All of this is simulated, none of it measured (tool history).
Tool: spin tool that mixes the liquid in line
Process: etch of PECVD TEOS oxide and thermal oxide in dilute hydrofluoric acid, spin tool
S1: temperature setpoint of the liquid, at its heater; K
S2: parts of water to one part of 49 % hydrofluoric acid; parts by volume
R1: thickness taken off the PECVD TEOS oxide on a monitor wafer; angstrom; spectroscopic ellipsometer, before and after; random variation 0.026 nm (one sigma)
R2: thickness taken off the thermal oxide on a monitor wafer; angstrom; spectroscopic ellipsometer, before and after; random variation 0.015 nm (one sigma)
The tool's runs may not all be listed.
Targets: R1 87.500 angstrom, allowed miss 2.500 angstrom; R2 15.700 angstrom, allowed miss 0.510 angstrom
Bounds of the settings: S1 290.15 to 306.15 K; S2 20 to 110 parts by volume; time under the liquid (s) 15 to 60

{"run": 1, "hour": 0.0, "S1": 298.15, "S2": 60, "time under the liquid (s)": 30, "R1": 146.93, "R2": 26.448}
{"run": 2, "hour": 7.3, "S1": 296.65, "S2": 65, "time under the liquid (s)": 30, "R1": 127.26, "R2": 22.689}
{"run": 3, "hour": 12.4, "S1": 295.65, "S2": 65, "time under the liquid (s)": 30, "R1": 121.27, "R2": 21.265}
{"run": 4, "hour": 20.2, "S1": 295.15, "S2": 65, "time under the liquid (s)": 30, "R1": 118.85, "R2": 21.243}
{"run": 5, "hour": 23.5, "S1": 294.15, "S2": 65, "time under the liquid (s)": 30, "R1": 114.51, "R2": 20.362}
{"run": 6, "hour": 30.3, "S1": 293.15, "S2": 65, "time under the liquid (s)": 30, "R1": 109.61, "R2": 19.714}
{"run": 7, "hour": 32.4, "S1": 292.65, "S2": 65, "time under the liquid (s)": 30, "R1": 107.53, "R2": 19.367}
{"hour": 34.6, "done": "hydrofluoric acid flow meter replaced"}
{"run": 8, "hour": 34.6, "S1": 292.15, "S2": 65, "time under the liquid (s)": 30, "R1": 113.2, "R2": 20.664}
{"run": 9, "hour": 37.8, "S1": 293.65, "S2": 85, "time under the liquid (s)": 30, "R1": 90.202, "R2": 16.32}

Which of these 4 next moves meets every target?
{"run": "A", "hour": 41.0, "S1": 290.15, "S2": 95, "time under the liquid (s)": 40, "R1": "?", "R2": "?"}
{"run": "B", "hour": 41.0, "S1": 297.65, "S2": 95, "time under the liquid (s)": 30, "R1": "?", "R2": "?"}
{"run": "C", "hour": 41.0, "S1": 294.15, "S2": 75, "time under the liquid (s)": 25, "R1": "?", "R2": "?"}
{"run": "D", "hour": 41.0, "S1": 292.65, "S2": 80, "time under the liquid (s)": 30, "R1": "?", "R2": "?"}

move=A R1=92.825 R2=16.454
move=B R1=94.639 R2=16.776
move=C R1=88.837 R2=15.747
move=D R1=93.352 R2=16.548
A: further off than the last run
B: further off than the last run
C: meets every target
D: further off than the last run
The right move is C.
